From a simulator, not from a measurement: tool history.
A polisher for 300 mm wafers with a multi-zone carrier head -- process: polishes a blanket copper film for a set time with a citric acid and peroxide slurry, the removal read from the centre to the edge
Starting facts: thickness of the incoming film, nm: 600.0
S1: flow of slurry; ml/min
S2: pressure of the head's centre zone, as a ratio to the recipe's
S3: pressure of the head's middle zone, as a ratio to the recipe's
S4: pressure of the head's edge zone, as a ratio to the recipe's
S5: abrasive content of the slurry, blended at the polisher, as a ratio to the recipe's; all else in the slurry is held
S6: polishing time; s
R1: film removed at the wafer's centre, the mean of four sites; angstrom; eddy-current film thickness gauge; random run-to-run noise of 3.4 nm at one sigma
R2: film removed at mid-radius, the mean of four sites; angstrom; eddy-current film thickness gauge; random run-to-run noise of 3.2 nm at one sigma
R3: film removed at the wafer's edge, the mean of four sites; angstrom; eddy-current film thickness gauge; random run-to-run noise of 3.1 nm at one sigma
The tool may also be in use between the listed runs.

run,hour,S1,S2,S3,S4,S5,S6,R1,R2,R3
1,0.0,250,1.00,1.00,1.00,1.00,72,1935.6,2065.1,1954.8
2,8.5,250,1.01,1.01,1.00,1.05,72,2006.2,2051.1,1937.9
3,14.6,250,1.01,1.02,1.00,1.05,73,2028.1,2100.1,1983.5
4,19.7,250,1.01,1.02,1.00,1.05,81,2256.0,2247.5,2185.6
5,27.9,250,1.01,1.02,1.00,1.05,66,1836.2,1870.2,1771.4
6,31.0,310,1.01,1.02,1.00,1.05,66,1872.7,1941.1,1775.6

Predict the results of run 7:
7,35.2,310,1.01,1.03,1.00,1.05,68,?,?,?

R1: 1942.0 angstrom
R2: 1983.8 angstrom
R3: 1831.3 angstrom

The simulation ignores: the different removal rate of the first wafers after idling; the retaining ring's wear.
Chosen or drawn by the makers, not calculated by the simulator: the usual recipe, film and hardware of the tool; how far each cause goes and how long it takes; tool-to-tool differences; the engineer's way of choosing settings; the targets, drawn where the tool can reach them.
